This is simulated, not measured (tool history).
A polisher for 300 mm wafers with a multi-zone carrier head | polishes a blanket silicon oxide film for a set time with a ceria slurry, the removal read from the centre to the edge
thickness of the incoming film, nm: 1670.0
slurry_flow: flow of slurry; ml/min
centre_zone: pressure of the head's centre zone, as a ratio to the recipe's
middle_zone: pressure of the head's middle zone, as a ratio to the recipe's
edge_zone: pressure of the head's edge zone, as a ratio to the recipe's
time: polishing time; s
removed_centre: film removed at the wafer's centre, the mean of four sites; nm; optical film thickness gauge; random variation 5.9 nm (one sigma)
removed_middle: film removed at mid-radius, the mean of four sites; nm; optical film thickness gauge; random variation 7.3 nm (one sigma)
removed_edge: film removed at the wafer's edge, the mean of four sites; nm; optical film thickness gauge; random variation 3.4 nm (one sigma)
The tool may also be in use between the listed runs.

run  hour  slurry_flow  centre_zone  middle_zone  edge_zone  time  removed_centre  removed_middle  removed_edge
  1   0.0          285         1.00         1.00       1.00    79          364.71          355.95        346.58
  2   8.1          285         1.00         1.00       1.00    64          290.98          285.26        285.13
  3  16.8          285         1.00         1.00       1.07    64          287.93          282.45        295.93
  4  17.4          290         1.02         1.03       1.09    72          338.43          336.97        334.64
  5  21.2          295         1.04         1.04       1.11    77          356.71          357.77        359.30
  6  28.3          295         1.09         1.04       1.11    77          369.54          352.87        358.41

Run 7 comes next. What will it give?
  7  33.2          300         1.11         1.06       1.12    82               ?               ?             ?

{"run 7": {"removed_centre": 403.06, "removed_middle": 385.74, "removed_edge": 391.12}}

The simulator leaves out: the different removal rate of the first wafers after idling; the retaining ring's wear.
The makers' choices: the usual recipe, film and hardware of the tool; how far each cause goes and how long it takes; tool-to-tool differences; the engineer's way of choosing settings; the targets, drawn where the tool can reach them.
